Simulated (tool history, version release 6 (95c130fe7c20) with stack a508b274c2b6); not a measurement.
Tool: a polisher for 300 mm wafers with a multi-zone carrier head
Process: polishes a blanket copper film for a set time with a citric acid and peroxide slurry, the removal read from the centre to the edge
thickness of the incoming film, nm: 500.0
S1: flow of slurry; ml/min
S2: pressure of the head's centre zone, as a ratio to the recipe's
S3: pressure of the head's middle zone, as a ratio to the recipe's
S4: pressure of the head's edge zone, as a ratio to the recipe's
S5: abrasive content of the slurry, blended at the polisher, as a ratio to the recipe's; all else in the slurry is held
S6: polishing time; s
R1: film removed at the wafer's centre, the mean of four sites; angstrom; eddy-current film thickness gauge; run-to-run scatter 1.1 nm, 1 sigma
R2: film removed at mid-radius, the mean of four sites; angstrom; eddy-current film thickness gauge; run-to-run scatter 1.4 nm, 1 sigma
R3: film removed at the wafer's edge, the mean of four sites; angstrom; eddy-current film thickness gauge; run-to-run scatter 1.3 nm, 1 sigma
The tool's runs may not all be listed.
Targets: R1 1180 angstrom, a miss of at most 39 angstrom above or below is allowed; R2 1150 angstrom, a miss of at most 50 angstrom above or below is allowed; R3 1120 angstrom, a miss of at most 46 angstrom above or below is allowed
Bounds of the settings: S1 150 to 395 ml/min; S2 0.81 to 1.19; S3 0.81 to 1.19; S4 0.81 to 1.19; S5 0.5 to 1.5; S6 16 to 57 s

run 1 hour=0 | S1=250 S2=1 S3=1 S4=1 S5=1 S6=36 | R1=918.9 R2=936.5 R3=885.59
run 2 hour=2 | S1=250 S2=1 S3=1 S4=1 S5=0.9 S6=36 | R1=877.35 R2=893.82 R3=829.92
run 3 hour=4 | S1=250 S2=1.01 S3=1.01 S4=1.01 S5=0.95 S6=36 | R1=897.56 R2=925.34 R3=874.22
run 4 hour=7.1 | S1=250 S2=1.01 S3=1.01 S4=1.01 S5=0.95 S6=42 | R1=1063.5 R2=1070.8 R3=982.92
-- hour=12 edge zone pressure recalibrated
run 5 hour=12 | S1=255 S2=1.02 S3=1.01 S4=1.02 S5=0.95 S6=42 | R1=1066.5 R2=1060.5 R3=1052.5
run 6 hour=14.1 | S1=255 S2=1.02 S3=1.01 S4=1.02 S5=0.8 S6=42 | R1=1012.3 R2=1007.2 R3=997.34
run 7 hour=15.6 | S1=260 S2=1.03 S3=1.02 S4=1.02 S5=0.8 S6=42 | R1=1032.6 R2=1020.9 R3=1011.5
run 8 hour=20.5 | S1=265 S2=1.04 S3=1.03 S4=1.02 S5=0.8 S6=42 | R1=1025.9 R2=1013.3 R3=1001.9
run 9 hour=21.1 | S1=265 S2=1.05 S3=1.04 S4=1.02 S5=0.85 S6=42 | R1=1084.2 R2=1049.6 R3=1004.5
run 10 hour=29.4 | S1=270 S2=1.05 S3=1.04 S4=1.03 S5=0.85 S6=42 | R1=1076.8 R2=1036.2 R3=1020.3
run 11 hour=31.5 | S1=270 S2=1.05 S3=1.05 S4=1.04 S5=0.85 S6=42 | R1=1084.9 R2=1043.5 R3=1013.1
run 12 hour=40.3 | S1=280 S2=1.03 S3=1.05 S4=1.07 S5=0.95 S6=43 | R1=1117.6 R2=1137.5 R3=1113.5

Which single option among these 5 for the next run brings every result within its allowed miss of target? Just one does.
run A hour=49.1 | S1=345 S2=1.02 S3=1.05 S4=1.1 S5=0.85 S6=42 | R1=? R2=? R3=?
run B hour=49.1 | S1=265 S2=1.02 S3=1 S4=0.97 S5=1 S6=45 | R1=? R2=? R3=?
run C hour=49.1 | S1=305 S2=0.99 S3=1.12 S4=1.09 S5=1.05 S6=41 | R1=? R2=? R3=?
run D hour=49.1 | S1=325 S2=0.92 S3=0.97 S4=1.05 S5=0.9 S6=43 | R1=? R2=? R3=?
run E hour=49.1 | S1=280 S2=1.03 S3=1.15 S4=1.06 S5=0.9 S6=42 | R1=? R2=? R3=?

move=A R1=1061.4 R2=1086.2 R3=1076.1
move=B R1=1169.3 R2=1161.3 R3=1124.4
move=C R1=1065.9 R2=1176.3 R3=1111.1
move=D R1=992.66 R2=1070.3 R3=1094.2
move=E R1=1071.9 R2=1158.4 R3=1061.1
A: moves away from the targets compared with the last run
B: meets every target
C: moves away from the targets compared with the last run
D: moves away from the targets compared with the last run
E: moves away from the targets compared with the last run
Go with B: it meets all targets.

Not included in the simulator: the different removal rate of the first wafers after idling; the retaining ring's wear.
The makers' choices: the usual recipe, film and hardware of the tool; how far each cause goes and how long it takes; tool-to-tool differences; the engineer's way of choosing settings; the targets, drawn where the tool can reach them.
